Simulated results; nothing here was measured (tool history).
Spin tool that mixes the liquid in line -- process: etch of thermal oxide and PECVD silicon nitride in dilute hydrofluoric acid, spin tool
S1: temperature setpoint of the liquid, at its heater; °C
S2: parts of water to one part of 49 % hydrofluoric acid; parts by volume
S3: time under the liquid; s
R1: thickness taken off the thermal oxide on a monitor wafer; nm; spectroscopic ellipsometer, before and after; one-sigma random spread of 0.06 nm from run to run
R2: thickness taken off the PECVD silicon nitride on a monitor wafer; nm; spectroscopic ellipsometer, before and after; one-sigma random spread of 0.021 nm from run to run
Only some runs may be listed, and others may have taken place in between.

run  hour    S1   S2   S3      R1      R2
  1   0.0  21.0   95  180  8.8635  2.7815
  2   7.0  22.5   95  180  9.3223  3.0456
  3  11.0  22.5   95  135  7.1370  2.2817
  4  17.8  23.0  100  135  6.7190  2.2952
  5  19.7  23.0  100  195  9.7426  3.2473
  6  22.6  23.0  105  200  9.5356  3.1415
  7  26.4  23.5  110  200  9.3387  3.1589

Run 8 is up next; what results do you expect?
  8  29.5  23.5  115  200   ?   ?

R1: 8.7711 nm
R2: 3.0044 nm

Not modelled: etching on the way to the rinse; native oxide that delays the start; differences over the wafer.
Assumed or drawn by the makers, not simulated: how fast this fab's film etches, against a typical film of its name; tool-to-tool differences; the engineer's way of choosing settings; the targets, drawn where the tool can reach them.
